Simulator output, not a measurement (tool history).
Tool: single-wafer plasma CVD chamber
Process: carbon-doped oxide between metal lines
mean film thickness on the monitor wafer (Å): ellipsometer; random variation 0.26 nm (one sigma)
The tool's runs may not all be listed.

run  hour  heater temperature setpoint (°C)  chamber pressure (mTorr)  RF power (kW)  deposition time (s)  mean film thickness on the monitor wafer (Å)
  1     0                               340                      6290            0.5                 13.4                                        774.77
  2   1.4                               343                      6070           0.49                 13.4                                        759.74
  3   9.6                               343                      6660           0.49                 13.4                                        764.19
  4  14.3                               345                      6480           0.48                 13.4                                        747.33
  5  18.5                               345                      6480           0.48                 13.9                                        783.17
  6  21.6                               345                      5350           0.48                 13.9                                        766.07
  7  30.1                               345                      5350           0.48                 13.9                                        774.11

Forecast run 8:
  8  33.3                               347                      5260           0.47                 13.9                                             ?

Run 8 gave mean film thickness on the monitor wafer (Å) 755.94.

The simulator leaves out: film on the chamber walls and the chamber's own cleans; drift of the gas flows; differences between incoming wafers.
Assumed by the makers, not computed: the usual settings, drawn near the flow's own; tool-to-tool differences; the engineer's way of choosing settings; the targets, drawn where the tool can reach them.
